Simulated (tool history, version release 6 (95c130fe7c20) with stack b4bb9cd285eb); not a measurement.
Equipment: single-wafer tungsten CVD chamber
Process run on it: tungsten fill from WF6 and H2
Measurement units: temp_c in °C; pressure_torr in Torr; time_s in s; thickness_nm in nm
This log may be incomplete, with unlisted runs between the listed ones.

run  hour  temp_c  pressure_torr  time_s  thickness_nm
  1     0     375           34.7    14.9        28.119
  2   2.2     366           34.7    14.9        23.587
  3   9.3     366           34.7    14.9        23.855
  4  15.1     366           37.9    14.9        25.016
  5  17.3     366           37.9    14.9        25.171
  6  23.3     366           33.2    14.9        23.219
  7  23.8     371           33.3    14.9        25.537

Forecast run 8:
  8  27.6     375           33.4    14.9             ?

Run 8 gave thickness_nm 27.668 nm.
